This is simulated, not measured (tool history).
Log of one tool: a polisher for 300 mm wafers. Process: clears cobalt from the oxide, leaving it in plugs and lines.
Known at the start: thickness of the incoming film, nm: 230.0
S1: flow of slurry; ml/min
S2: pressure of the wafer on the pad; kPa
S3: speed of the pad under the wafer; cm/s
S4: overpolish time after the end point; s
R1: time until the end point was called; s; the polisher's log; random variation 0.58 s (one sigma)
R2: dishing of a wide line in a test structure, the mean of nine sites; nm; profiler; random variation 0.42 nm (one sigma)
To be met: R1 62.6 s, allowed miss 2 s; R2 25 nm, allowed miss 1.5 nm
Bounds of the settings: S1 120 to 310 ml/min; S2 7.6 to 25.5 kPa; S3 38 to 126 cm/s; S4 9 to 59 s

| run | hour | S1 | S2 | S3 | S4 | R1 | R2 |
|---|---|---|---|---|---|---|---|
| 1 | 0 | 200 | 16.5 | 82 | 30 | 46.314 | 40.575 |
| 2 | 6.2 | 250 | 16.5 | 82 | 30 | 44.528 | 40.488 |
| 3 | 13.1 | 250 | 17.9 | 82 | 30 | 41.541 | 41.206 |
| 4 | 21.2 | 230 | 16.5 | 84 | 27 | 43.916 | 40.559 |
| 5 | 29.8 | 230 | 15.2 | 86 | 24 | 45.338 | 38.895 |
| 6 | 33.9 | 230 | 15.2 | 104 | 24 | 38.376 | 39.719 |
| 7 | 41.2 | 240 | 13.8 | 102 | 22 | 42.09 | 38.592 |
| 8 | 43.3 | 250 | 13.1 | 100 | 20 | 44.175 | 38.463 |
| 9 | 44.2 | 230 | 12.4 | 100 | 18 | 45.875 | 38.243 |
| 10 | 48.7 | 230 | 12.4 | 100 | 18 | 46.48 | 38.001 |
| 11 | 54.2 | 240 | 11.7 | 98 | 17 | 49.195 | 36.722 |
| 12 | 58.4 | 295 | 7.6 | 92 | 9 | 67.704 | 24.176 |

5 next moves are on the table. One of them brings every result within its allowed miss. Which?
| A | 62.6 | 240 | 9.7 | 74 | 9 | ? | ? |
| B | 62.6 | 195 | 7.6 | 92 | 11 | ? | ? |
| C | 62.6 | 310 | 9 | 88 | 9 | ? | ? |
| D | 62.6 | 290 | 7.6 | 92 | 9 | ? | ? |
| E | 62.6 | 310 | 7.6 | 84 | 9 | ? | ? |

| move | R1 | R2 |
|---|---|---|
| A | 72.226 | 23.225 |
| B | 69.62 | 26.84 |
| C | 62.881 | 25.308 |
| D | 66.933 | 24.366 |
| E | 72.484 | 23.176 |
A: further off than the last run
B: further off than the last run
C: meets every target
D: nearer than the last run, and not there yet
E: further off than the last run
The right move is C.
